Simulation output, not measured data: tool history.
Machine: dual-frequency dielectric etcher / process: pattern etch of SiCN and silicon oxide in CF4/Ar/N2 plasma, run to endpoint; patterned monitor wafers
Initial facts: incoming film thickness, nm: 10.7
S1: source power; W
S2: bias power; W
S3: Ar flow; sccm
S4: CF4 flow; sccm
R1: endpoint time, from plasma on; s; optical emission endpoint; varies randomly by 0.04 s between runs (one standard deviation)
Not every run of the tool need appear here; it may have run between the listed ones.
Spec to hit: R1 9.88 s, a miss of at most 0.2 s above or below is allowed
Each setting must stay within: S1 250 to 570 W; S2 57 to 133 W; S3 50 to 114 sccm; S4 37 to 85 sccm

run	hour	S1	S2	S3	S4	R1
1	0	410	95	82	61	11.757
2	5.3	410	88	82	61	12.096
3	11.6	410	88	82	71	11.782
4	20.6	380	88	82	71	12.605
5	28.6	430	88	82	71	11.248
6	31.3	430	88	82	80	11.03
7	32.3	440	88	82	80	10.799
8	35.7	450	88	82	80	10.614
9	44.4	460	88	82	80	10.362
10	49.2	460	88	82	80	10.419
11	54.3	470	88	82	80	10.209

Of the 5 settings listed for the next run, only one would bring every result within its allowed miss of target. Which one?
A	59.4	480	82	82	85	?
B	59.4	450	86	77	78	?
C	59.4	490	87	106	77	?
D	59.4	490	85	77	84	?
E	59.4	470	87	72	65	?

move	R1
A	10.17
B	10.658
C	10.273
D	9.7916
E	10.43
A: nearer than the last run, and not there yet
B: further off than the last run
C: further off than the last run
D: in spec on every target
E: further off than the last run
D meets every target.
